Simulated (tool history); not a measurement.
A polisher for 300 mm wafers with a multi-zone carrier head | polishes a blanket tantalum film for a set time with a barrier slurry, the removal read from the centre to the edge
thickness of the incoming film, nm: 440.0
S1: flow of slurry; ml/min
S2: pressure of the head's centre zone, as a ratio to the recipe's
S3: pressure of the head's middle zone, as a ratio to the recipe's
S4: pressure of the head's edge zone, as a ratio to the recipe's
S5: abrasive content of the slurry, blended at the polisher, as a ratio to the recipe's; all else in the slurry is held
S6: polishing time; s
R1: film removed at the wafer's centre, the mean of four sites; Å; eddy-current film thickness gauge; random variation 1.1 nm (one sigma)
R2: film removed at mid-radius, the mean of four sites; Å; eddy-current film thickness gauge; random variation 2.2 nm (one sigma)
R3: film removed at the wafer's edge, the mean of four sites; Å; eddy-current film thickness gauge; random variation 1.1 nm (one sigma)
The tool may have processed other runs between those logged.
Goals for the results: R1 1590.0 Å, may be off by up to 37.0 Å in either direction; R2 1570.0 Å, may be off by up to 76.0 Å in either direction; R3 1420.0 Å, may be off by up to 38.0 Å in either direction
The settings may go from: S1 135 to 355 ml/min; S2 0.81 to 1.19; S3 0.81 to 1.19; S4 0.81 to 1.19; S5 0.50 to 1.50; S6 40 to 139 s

run,hour,S1,S2,S3,S4,S5,S6,R1,R2,R3
1,0.0,225,1.00,1.00,1.00,1.00,89,1042.7,1070.5,1113.0
2,3.7,245,1.04,1.04,1.02,1.10,90,1148.2,1185.9,1164.2
3,12.0,255,1.07,1.06,1.05,1.20,91,1211.9,1256.8,1224.9
4,13.2,255,1.13,1.06,1.05,1.20,91,1295.7,1212.3,1234.7
5,21.3,255,1.18,1.06,1.05,1.20,91,1367.8,1246.2,1233.6
6,29.3,270,1.18,1.08,1.05,1.25,92,1404.3,1287.5,1252.4
7,31.2,275,1.18,1.10,1.06,1.30,93,1433.4,1366.3,1298.7
8,37.2,285,1.18,1.11,1.06,1.35,94,1473.2,1405.6,1328.2
9,43.8,290,1.18,1.12,1.06,1.40,95,1503.1,1480.6,1349.7
10,44.5,295,1.18,1.12,1.06,1.40,95,1505.6,1442.1,1347.4

Pick the move, out of 5, that brings all results within their allowed miss; only one does.
A,45.2,300,1.19,0.99,1.10,1.40,97,?,?,?
B,45.2,330,1.19,1.09,1.07,1.45,89,?,?,?
C,45.2,290,1.16,1.18,1.04,1.40,93,?,?,?
D,45.2,305,1.19,1.16,1.08,1.40,99,?,?,?
E,45.2,265,1.06,1.19,1.05,1.45,100,?,?,?

move,R1,R2,R3
A,1554.8,1319.7,1411.7
B,1454.3,1337.3,1298.4
C,1449.2,1465.2,1315.1
D,1591.7,1544.5,1428.2
E,1419.2,1585.1,1420.4
A: corrects the largest miss of the last run, while another result sits out of spec
B: misses by more than the last run did
C: misses by more than the last run did
D: all results land within tolerance of their targets
E: misses by more than the last run did
The move that meets every target is D.

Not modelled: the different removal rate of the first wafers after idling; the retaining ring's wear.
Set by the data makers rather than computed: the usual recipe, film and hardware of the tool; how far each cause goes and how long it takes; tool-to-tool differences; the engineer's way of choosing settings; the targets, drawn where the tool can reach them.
